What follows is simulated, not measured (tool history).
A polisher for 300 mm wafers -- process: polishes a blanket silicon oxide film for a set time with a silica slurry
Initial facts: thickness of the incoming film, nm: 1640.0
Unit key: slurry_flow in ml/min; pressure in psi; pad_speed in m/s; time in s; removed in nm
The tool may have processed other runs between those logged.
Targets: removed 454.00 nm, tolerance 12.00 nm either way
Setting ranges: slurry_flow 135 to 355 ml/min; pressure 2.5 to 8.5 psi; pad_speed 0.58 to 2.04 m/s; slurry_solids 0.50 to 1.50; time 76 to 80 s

run 1 hour=0.0 | slurry_flow=225 pressure=5.5 pad_speed=1.30 slurry_solids=1.00 time=76 | removed=334.46
run 2 hour=2.8 | slurry_flow=225 pressure=5.5 pad_speed=1.04 slurry_solids=1.00 time=76 | removed=278.93
run 3 hour=11.3 | slurry_flow=225 pressure=4.7 pad_speed=1.04 slurry_solids=1.00 time=76 | removed=251.91
run 4 hour=14.1 | slurry_flow=225 pressure=4.7 pad_speed=1.30 slurry_solids=1.00 time=76 | removed=300.05
run 5 hour=19.1 | slurry_flow=225 pressure=4.7 pad_speed=1.42 slurry_solids=1.00 time=76 | removed=324.44
run 6 hour=24.1 | slurry_flow=225 pressure=4.7 pad_speed=1.42 slurry_solids=1.00 time=76 | removed=319.22
run 7 hour=25.0 | slurry_flow=230 pressure=5.1 pad_speed=1.42 slurry_solids=1.00 time=76 | removed=339.37
run 8 hour=27.5 | slurry_flow=230 pressure=5.1 pad_speed=1.42 slurry_solids=1.00 time=76 | removed=344.33
run 9 hour=35.3 | slurry_flow=235 pressure=5.4 pad_speed=1.42 slurry_solids=1.00 time=76 | removed=355.81
run 10 hour=36.4 | slurry_flow=235 pressure=5.7 pad_speed=1.42 slurry_solids=1.00 time=76 | removed=371.33
run 11 hour=44.1 | slurry_flow=235 pressure=5.7 pad_speed=1.42 slurry_solids=1.00 time=76 | removed=375.24
run 12 hour=52.7 | slurry_flow=235 pressure=5.9 pad_speed=1.42 slurry_solids=1.00 time=76 | removed=378.34

Pick the move, out of 5, that brings all results within their allowed miss; only one does.
run A hour=61.3 | slurry_flow=230 pressure=6.0 pad_speed=1.66 slurry_solids=0.90 time=79 | removed=?
run B hour=61.3 | slurry_flow=245 pressure=6.7 pad_speed=1.50 slurry_solids=0.90 time=76 | removed=?
run C hour=61.3 | slurry_flow=195 pressure=6.0 pad_speed=1.56 slurry_solids=1.05 time=78 | removed=?
run D hour=61.3 | slurry_flow=245 pressure=5.6 pad_speed=1.58 slurry_solids=1.15 time=76 | removed=?
run E hour=61.3 | slurry_flow=190 pressure=5.2 pad_speed=1.78 slurry_solids=1.15 time=78 | removed=?

move=A removed=432.06
move=B removed=417.52
move=C removed=433.17
move=D removed=433.10
move=E removed=453.72
A: gains on the last run, yet a result remains outside its allowed miss
B: gains on the last run, yet a result remains outside its allowed miss
C: gains on the last run, yet a result remains outside its allowed miss
D: gains on the last run, yet a result remains outside its allowed miss
E: all results in spec
Go with E: it meets all targets.

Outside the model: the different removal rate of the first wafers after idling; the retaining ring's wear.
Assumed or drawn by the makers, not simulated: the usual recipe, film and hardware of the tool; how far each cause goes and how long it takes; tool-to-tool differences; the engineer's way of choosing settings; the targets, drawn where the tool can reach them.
